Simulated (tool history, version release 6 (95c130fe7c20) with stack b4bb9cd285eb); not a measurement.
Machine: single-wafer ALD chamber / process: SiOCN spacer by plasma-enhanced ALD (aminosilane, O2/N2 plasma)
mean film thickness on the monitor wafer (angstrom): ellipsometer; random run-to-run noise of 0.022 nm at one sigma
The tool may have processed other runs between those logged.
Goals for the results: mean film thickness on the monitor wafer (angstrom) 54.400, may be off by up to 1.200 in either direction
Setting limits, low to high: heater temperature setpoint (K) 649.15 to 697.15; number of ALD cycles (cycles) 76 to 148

| run | day | heater temperature setpoint (K) | number of ALD cycles (cycles) | mean film thickness on the monitor wafer (angstrom) |
|---|---|---|---|---|
| 1 | 0.000 | 673.15 | 112 | 67.069 |
| 2 | 0.312 | 673.15 | 124 | 73.942 |
| 3 | 0.479 | 673.15 | 138 | 82.246 |
| 4 | 0.500 | 674.15 | 130 | 77.420 |
| 5 | 0.596 | 679.15 | 130 | 76.838 |
| 6 | 0.658 | 689.15 | 130 | 74.415 |
| 7 | 0.975 | 689.15 | 130 | 74.028 |
| 8 | 1.300 | 690.15 | 124 | 71.007 |
| 9 | 1.488 | 691.15 | 119 | 67.566 |
| 10 | 1.675 | 692.15 | 115 | 65.226 |
| 11 | 1.867 | 693.15 | 112 | 63.572 |
| 12 | 2.142 | 694.15 | 94 | 53.166 |

Next run, 5 choices. One meets every target within its allowed miss, the rest don't. Which?
| A | 2.417 | 697.15 | 93 | ? |
| B | 2.417 | 695.15 | 91 | ? |
| C | 2.417 | 691.15 | 90 | ? |
| D | 2.417 | 693.15 | 90 | ? |
| E | 2.417 | 692.15 | 96 | ? |

| move | mean film thickness on the monitor wafer (angstrom) |
|---|---|
| A | 52.254 |
| B | 51.419 |
| C | 51.424 |
| D | 51.139 |
| E | 54.700 |
A: the biggest miss grows against the last run
B: the biggest miss grows against the last run
C: the biggest miss grows against the last run
D: the biggest miss grows against the last run
E: every result lands within tolerance
E is the move that brings every result within its allowed miss.
